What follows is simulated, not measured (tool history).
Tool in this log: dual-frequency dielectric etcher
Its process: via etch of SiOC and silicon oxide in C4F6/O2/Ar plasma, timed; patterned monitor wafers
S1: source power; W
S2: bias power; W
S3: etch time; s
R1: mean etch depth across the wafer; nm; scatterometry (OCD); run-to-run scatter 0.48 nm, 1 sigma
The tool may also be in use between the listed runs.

| run | day | S1 | S2 | S3 | R1 |
|---|---|---|---|---|---|
| 1 | 0.000 | 400 | 224 | 79 | 92.460 |
| 2 | 0.108 | 360 | 224 | 79 | 86.745 |
| 3 | 0.238 | 400 | 229 | 79 | 93.431 |
| 4 | 0.492 | 400 | 229 | 83 | 99.187 |
| 5 | 0.725 | 340 | 229 | 83 | 88.649 |
|  | 1.079 | bias power generator calibrated |
| 6 | 1.079 | 370 | 232 | 83 | 95.145 |
| 7 | 1.192 | 390 | 234 | 83 | 98.803 |
| 8 | 1.367 | 390 | 234 | 83 | 98.394 |
| 9 | 1.721 | 410 | 236 | 83 | 101.920 |
| 10 | 1.975 | 420 | 237 | 83 | 104.460 |
| 11 | 2.092 | 430 | 238 | 83 | 104.770 |

Run 12 comes next. What will it give?
| 12 | 2.450 | 480 | 249 | 83 | ? |

{"run 12": {"R1": 114.15}}
